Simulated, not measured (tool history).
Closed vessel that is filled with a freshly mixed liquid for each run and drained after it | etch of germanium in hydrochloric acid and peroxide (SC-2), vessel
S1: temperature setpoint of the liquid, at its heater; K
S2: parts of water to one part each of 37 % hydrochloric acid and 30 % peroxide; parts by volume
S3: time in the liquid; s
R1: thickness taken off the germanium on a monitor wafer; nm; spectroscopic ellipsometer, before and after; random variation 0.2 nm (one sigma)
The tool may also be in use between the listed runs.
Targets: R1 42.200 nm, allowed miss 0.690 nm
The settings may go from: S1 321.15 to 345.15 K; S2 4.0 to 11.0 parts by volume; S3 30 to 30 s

{"run": 1, "hour": 0.0, "S1": 337.15, "S2": 6.0, "S3": 30, "R1": 63.495}
{"run": 2, "hour": 8.6, "S1": 334.15, "S2": 6.0, "S3": 30, "R1": 57.811}
{"run": 3, "hour": 12.2, "S1": 340.15, "S2": 6.0, "S3": 30, "R1": 68.987}
{"run": 4, "hour": 18.6, "S1": 335.65, "S2": 6.0, "S3": 30, "R1": 60.292}
{"run": 5, "hour": 22.6, "S1": 335.65, "S2": 8.0, "S3": 30, "R1": 59.097}
{"run": 6, "hour": 28.5, "S1": 332.65, "S2": 8.0, "S3": 30, "R1": 54.247}
{"run": 7, "hour": 33.7, "S1": 330.15, "S2": 8.0, "S3": 30, "R1": 50.689}
{"run": 8, "hour": 41.6, "S1": 328.65, "S2": 8.0, "S3": 30, "R1": 48.094}
{"run": 9, "hour": 46.0, "S1": 327.65, "S2": 8.0, "S3": 30, "R1": 46.851}
{"run": 10, "hour": 47.8, "S1": 326.65, "S2": 8.0, "S3": 30, "R1": 45.25}
{"run": 11, "hour": 56.3, "S1": 326.15, "S2": 8.0, "S3": 30, "R1": 44.801}
{"run": 12, "hour": 65.0, "S1": 325.65, "S2": 8.0, "S3": 30, "R1": 43.832}
{"run": 13, "hour": 71.8, "S1": 325.15, "S2": 8.0, "S3": 30, "R1": 43.453}

Which of these 5 next moves meets every target?
{"run": "A", "hour": 78.6, "S1": 323.65, "S2": 4.0, "S3": 30, "R1": "?"}
{"run": "B", "hour": 78.6, "S1": 323.15, "S2": 8.0, "S3": 30, "R1": "?"}
{"run": "C", "hour": 78.6, "S1": 323.15, "S2": 7.5, "S3": 30, "R1": "?"}
{"run": "D", "hour": 78.6, "S1": 323.65, "S2": 8.5, "S3": 30, "R1": "?"}
{"run": "E", "hour": 78.6, "S1": 322.65, "S2": 7.0, "S3": 30, "R1": "?"}

move=A R1=42.187
move=B R1=40.503
move=C R1=40.672
move=D R1=40.970
move=E R1=40.187
A: meets every target
B: takes the result that was furthest off past its target
C: takes the result that was furthest off past its target
D: takes the result that was furthest off past its target
E: takes the result that was furthest off past its target
Answer: A
